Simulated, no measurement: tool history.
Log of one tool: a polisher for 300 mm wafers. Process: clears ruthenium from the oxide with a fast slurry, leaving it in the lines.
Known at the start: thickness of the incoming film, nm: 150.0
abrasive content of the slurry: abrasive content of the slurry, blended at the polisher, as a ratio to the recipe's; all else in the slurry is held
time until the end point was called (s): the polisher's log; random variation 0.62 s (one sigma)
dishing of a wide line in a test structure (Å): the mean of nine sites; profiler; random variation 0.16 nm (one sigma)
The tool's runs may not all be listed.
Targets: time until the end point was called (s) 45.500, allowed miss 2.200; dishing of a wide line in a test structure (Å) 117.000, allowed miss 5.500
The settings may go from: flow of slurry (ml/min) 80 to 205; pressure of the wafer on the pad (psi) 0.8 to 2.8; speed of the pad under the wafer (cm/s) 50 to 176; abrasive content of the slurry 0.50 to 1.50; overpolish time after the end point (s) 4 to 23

run	hour	flow of slurry (ml/min)	pressure of the wafer on the pad (psi)	speed of the pad under the wafer (cm/s)	abrasive content of the slurry	overpolish time after the end point (s)	time until the end point was called (s)	dishing of a wide line in a test structure (Å)
1	0.0	135	1.8	112	1.00	12	51.552	277.060
2	2.3	140	1.7	112	1.00	9	53.681	211.500
3	8.9	140	1.7	112	1.20	9	48.963	223.280
4	17.9	165	1.7	112	1.20	9	47.635	228.140
5	22.8	135	1.7	112	1.20	9	48.900	226.940
6	25.8	160	1.4	118	1.30	7	50.759	178.080
7	34.8	175	1.2	126	1.35	6	51.029	152.790
8	42.5	185	1.1	134	1.40	5	50.117	126.370
9	46.8	190	1.1	138	1.40	5	49.795	134.860
10	54.4	195	1.0	148	1.45	5	47.817	139.920
11	58.3	200	1.0	146	1.45	5	48.521	136.710
12	63.7	205	1.0	140	1.50	4	49.844	108.450

Which of these 4 next moves meets every target?
A	69.1	205	1.2	150	1.45	4	?	?
B	69.1	140	0.8	166	1.35	4	?	?
C	69.1	200	0.8	136	1.45	4	?	?
D	69.1	160	1.3	130	1.50	4	?	?

move	time until the end point was called (s)	dishing of a wide line in a test structure (Å)
A	42.820	126.440
B	53.760	102.390
C	59.751	92.727
D	47.263	115.430
A: takes the result that was furthest off past its target
B: further off than the last run
C: further off than the last run
D: meets every target
The right move is D.

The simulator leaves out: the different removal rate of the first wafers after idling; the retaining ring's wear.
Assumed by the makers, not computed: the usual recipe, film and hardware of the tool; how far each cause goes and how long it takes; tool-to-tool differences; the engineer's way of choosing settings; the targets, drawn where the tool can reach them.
